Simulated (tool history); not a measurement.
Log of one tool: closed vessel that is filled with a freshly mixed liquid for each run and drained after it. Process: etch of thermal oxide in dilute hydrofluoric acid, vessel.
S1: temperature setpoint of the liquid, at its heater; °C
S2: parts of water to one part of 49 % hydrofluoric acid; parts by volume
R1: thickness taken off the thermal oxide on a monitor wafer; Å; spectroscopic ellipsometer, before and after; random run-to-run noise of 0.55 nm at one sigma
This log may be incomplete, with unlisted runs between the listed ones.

{"run": 1, "hour": 0.0, "S1": 20, "S2": 200, "time in the liquid (s)": 2970, "R1": 564.65}
{"run": 2, "hour": 5.8, "S1": 21, "S2": 195, "time in the liquid (s)": 2970, "R1": 603.48}
{"run": 3, "hour": 6.5, "S1": 21.5, "S2": 190, "time in the liquid (s)": 2970, "R1": 631.14}
{"run": 4, "hour": 14.7, "S1": 19, "S2": 190, "time in the liquid (s)": 2970, "R1": 574.56}
{"run": 5, "hour": 18.6, "S1": 20, "S2": 185, "time in the liquid (s)": 2970, "R1": 622.67}
{"run": 6, "hour": 24.6, "S1": 20, "S2": 145, "time in the liquid (s)": 2970, "R1": 820.47}
{"run": 7, "hour": 28.4, "S1": 20.5, "S2": 145, "time in the liquid (s)": 2970, "R1": 843.01}

What will run 8 give?
{"run": 8, "hour": 29.6, "S1": 21, "S2": 145, "time in the liquid (s)": 2970, "R1": "?"}

R1: 854.73 Å
